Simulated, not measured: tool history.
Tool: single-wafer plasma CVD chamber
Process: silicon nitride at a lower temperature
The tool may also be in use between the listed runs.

run  hour  heater temperature setpoint (K)  chamber pressure (mTorr)  RF power (W)  deposition time (s)  mean film thickness on the monitor wafer (nm)
  1   0.0                           623.15                      1130           395                 44.2                                         51.402
  2   5.1                           623.15                      1130           440                 44.2                                         54.944
  3   7.8                           623.15                      1070           425                 44.2                                         52.686
  4  14.5                           623.15                      1020           410                 44.2                                         50.911
  5  20.9                           623.15                       980           400                 44.2                                         49.600
  6  22.2                           623.15                       940           390                 44.2                                         47.973
  7  26.1                           623.15                       910           385                 44.2                                         46.877
  8  33.6                           623.15                       880           380                 44.2                                         46.093
  9  41.5                           623.15                       850           375                 44.2                                         44.991
 10  49.7                           623.15                       830           375                 44.2                                         44.823
 11  50.9                           623.15                       810           375                 44.2                                         44.455

Predict the results of run 12:
 12  57.8                           623.15                       790           375                 44.2                                              ?

For run 12 the tool returned mean film thickness on the monitor wafer (nm) 43.839.

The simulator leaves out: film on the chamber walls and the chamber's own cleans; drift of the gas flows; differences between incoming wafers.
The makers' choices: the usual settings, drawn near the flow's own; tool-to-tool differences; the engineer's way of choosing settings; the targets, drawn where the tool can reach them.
